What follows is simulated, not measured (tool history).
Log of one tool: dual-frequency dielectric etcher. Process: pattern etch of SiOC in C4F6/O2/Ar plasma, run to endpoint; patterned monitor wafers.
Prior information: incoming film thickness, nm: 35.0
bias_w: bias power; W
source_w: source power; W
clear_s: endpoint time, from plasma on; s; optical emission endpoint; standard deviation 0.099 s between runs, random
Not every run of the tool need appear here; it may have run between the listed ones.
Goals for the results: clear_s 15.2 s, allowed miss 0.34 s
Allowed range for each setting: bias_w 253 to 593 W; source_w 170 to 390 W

run	day	bias_w	source_w	clear_s
1	0	423	280	12.912
2	0.317	457	280	12.517
3	0.346	436	280	12.839
4	0.45	483	280	12.09
5	0.662	462	280	12.524
6	0.817	462	320	11.65
7	0.946	439	310	12.222
8	1.2	419	310	12.407
9	1.296	419	310	12.311
10	1.592	401	300	12.845
11	1.712	385	300	12.985
# day 1.75: wet clean of the chamber
12	1.75	371	300	13.54

Exercise: of the 5 proposed moves below, exactly one satisfies all targets within the stated allowed misses. Which move is it?
A	1.788	408	350	?
B	1.788	333	290	?
C	1.788	292	320	?
D	1.788	312	260	?
E	1.788	398	300	?

move	clear_s
A	12.357
B	14.395
C	14.436
D	15.451
E	13.311
A: the biggest miss grows against the last run
B: closer than the last run, but not yet in spec
C: closer than the last run, but not yet in spec
D: all results in spec
E: the biggest miss grows against the last run
So the answer is move D, the one that meets all the targets.
